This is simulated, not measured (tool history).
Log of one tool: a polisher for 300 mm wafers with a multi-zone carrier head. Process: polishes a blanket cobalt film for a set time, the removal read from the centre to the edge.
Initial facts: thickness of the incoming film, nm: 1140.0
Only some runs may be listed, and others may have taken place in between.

| run | hour | flow of slurry (ml/min) | pressure of the head's centre zone | pressure of the head's middle zone | pressure of the head's edge zone | polishing time (s) | film removed at the wafer's centre (nm) | film removed at mid-radius (nm) | film removed at the wafer's edge (nm) |
|---|---|---|---|---|---|---|---|---|---|
| 1 | 0.0 | 255 | 1.00 | 1.00 | 1.00 | 58 | 328.67 | 331.63 | 323.95 |
| 2 | 5.9 | 255 | 1.00 | 1.00 | 0.92 | 58 | 331.42 | 334.00 | 322.51 |
| 3 | 9.0 | 195 | 1.00 | 1.00 | 0.92 | 58 | 305.30 | 319.68 | 305.37 |
| 4 | 10.6 | 155 | 1.00 | 1.00 | 0.92 | 58 | 295.99 | 303.62 | 302.42 |
| 5 | 16.5 | 155 | 1.00 | 1.00 | 0.99 | 58 | 297.45 | 303.34 | 312.83 |
| 6 | 24.3 | 155 | 1.00 | 0.92 | 0.99 | 58 | 290.81 | 285.37 | 309.37 |
| 7 | 26.5 | 165 | 1.00 | 0.94 | 1.00 | 59 | 306.47 | 296.77 | 321.69 |

Forecast run 8:
| 8 | 28.1 | 175 | 1.00 | 0.96 | 1.01 | 60 | ? | ? | ? |

{"run 8": {"film removed at the wafer's centre (nm)": 319.19, "film removed at mid-radius (nm)": 314.01, "film removed at the wafer's edge (nm)": 320.34}}
